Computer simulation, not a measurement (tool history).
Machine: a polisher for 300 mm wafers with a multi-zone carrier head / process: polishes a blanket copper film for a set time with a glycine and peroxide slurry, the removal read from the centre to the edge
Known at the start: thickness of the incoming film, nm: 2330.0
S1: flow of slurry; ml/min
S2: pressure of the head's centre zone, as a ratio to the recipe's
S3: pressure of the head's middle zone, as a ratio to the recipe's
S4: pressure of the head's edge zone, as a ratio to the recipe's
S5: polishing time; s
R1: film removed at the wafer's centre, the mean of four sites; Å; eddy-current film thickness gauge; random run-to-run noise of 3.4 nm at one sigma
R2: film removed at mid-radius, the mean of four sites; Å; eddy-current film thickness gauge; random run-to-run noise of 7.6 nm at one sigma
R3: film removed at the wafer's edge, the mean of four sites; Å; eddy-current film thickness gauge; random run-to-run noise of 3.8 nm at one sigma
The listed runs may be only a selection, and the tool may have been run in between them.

run 1 day=0 | S1=120 S2=1 S3=1 S4=1 S5=81 | R1=3928.6 R2=3991.4 R3=3977.6
run 2 day=0.179 | S1=125 S2=1.02 S3=1.02 S4=1.02 S5=83 | R1=4185.5 R2=4141.4 R3=4135.9
run 3 day=0.262 | S1=130 S2=1.02 S3=1.04 S4=1.04 S5=85 | R1=4308.3 R2=4347.8 R3=4287.2
run 4 day=0.542 | S1=130 S2=1.02 S3=1.04 S4=1.12 S5=85 | R1=4321.4 R2=4326.8 R3=4438.2
run 5 day=0.596 | S1=120 S2=1.02 S3=1.04 S4=1.12 S5=85 | R1=4220.3 R2=4277.9 R3=4377.5
run 6 day=0.925 | S1=120 S2=1.02 S3=1.04 S4=1.08 S5=85 | R1=4249.2 R2=4257.2 R3=4348.7
run 7 day=0.954 | S1=125 S2=1.03 S3=1.06 S4=1.09 S5=87 | R1=4425.3 R2=4494.7 R3=4483.9
run 8 day=1.075 | S1=130 S2=1.04 S3=1.08 S4=1.1 S5=88 | R1=4541.9 R2=4719.4 R3=4570.7
run 9 day=1.346 | S1=160 S2=1.11 S3=1.1 S4=1.19 S5=92 | R1=5207.9 R2=5157.4 R3=5039.3
run 10 day=1.533 | S1=165 S2=1.11 S3=1.11 S4=1.19 S5=92 | R1=5319.2 R2=5089.7 R3=5078.5

What will run 11 give?
run 11 day=1.625 | S1=165 S2=1.11 S3=1.12 S4=1.19 S5=92 | R1=? R2=? R3=?

Run 11 produced R1 5260.9 Å, R2 5173.4 Å, R3 5057.1 Å.

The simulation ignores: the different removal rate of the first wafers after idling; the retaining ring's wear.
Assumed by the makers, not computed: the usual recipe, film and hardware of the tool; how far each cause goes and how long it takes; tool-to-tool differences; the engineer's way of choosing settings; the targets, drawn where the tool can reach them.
